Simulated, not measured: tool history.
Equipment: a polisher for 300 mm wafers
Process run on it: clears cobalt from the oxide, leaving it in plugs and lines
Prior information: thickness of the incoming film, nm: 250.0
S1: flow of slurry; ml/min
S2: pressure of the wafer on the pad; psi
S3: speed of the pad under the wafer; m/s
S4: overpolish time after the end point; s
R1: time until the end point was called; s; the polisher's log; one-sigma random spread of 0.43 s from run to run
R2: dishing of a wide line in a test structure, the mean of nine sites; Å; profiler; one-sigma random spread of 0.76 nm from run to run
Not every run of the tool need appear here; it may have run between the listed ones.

run	day	S1	S2	S3	S4	R1	R2
1	0	280	1.4	1.26	13	51.602	382.95
2	0.038	280	1.6	1.28	12	45.745	396.8
3	0.296	280	1.7	1.32	11	42.592	385.34
4	0.438	280	1.7	1.2	11	46.14	364.98
5	0.767	225	1.7	1.2	11	45.911	352.19
6	0.996	265	1.7	1.2	11	46.112	375.85
7	1.354	270	1.8	1.26	11	40.417	391.89
8	1.504	270	1.9	1.28	11	38.738	397.17

Run 9, settings as shown, results not yet in. Your forecast:
9	1.696	270	1.9	1.28	11	?	?

R1: 38.256 s
R2: 401.72 Å
